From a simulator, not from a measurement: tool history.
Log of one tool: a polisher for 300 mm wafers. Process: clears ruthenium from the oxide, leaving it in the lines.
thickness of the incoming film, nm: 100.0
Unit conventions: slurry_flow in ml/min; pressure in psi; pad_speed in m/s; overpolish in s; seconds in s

run 1 hour=0.0 | slurry_flow=290 pressure=2.3 pad_speed=1.30 overpolish=14 | seconds=60.447
run 2 hour=1.9 | slurry_flow=290 pressure=2.3 pad_speed=1.62 overpolish=14 | seconds=47.811
run 3 hour=7.4 | slurry_flow=285 pressure=1.9 pad_speed=1.40 overpolish=14 | seconds=65.658
run 4 hour=10.1 | slurry_flow=280 pressure=1.6 pad_speed=1.22 overpolish=14 | seconds=82.542
run 5 hour=13.9 | slurry_flow=280 pressure=1.6 pad_speed=1.22 overpolish=11 | seconds=84.474
run 6 hour=20.6 | slurry_flow=280 pressure=2.1 pad_speed=1.22 overpolish=11 | seconds=68.181
run 7 hour=27.2 | slurry_flow=280 pressure=1.8 pad_speed=1.06 overpolish=11 | seconds=87.592
run 8 hour=33.6 | slurry_flow=280 pressure=1.6 pad_speed=0.96 overpolish=11 | seconds=107.690
run 9 hour=38.5 | slurry_flow=280 pressure=1.5 pad_speed=0.92 overpolish=11 | seconds=115.810
run 10 hour=40.8 | slurry_flow=280 pressure=1.4 pad_speed=0.88 overpolish=11 | seconds=124.240

Predict the results of run 11:
run 11 hour=43.8 | slurry_flow=280 pressure=1.3 pad_speed=0.86 overpolish=11 | seconds=?

{"run 11": {"seconds": 132.23}}

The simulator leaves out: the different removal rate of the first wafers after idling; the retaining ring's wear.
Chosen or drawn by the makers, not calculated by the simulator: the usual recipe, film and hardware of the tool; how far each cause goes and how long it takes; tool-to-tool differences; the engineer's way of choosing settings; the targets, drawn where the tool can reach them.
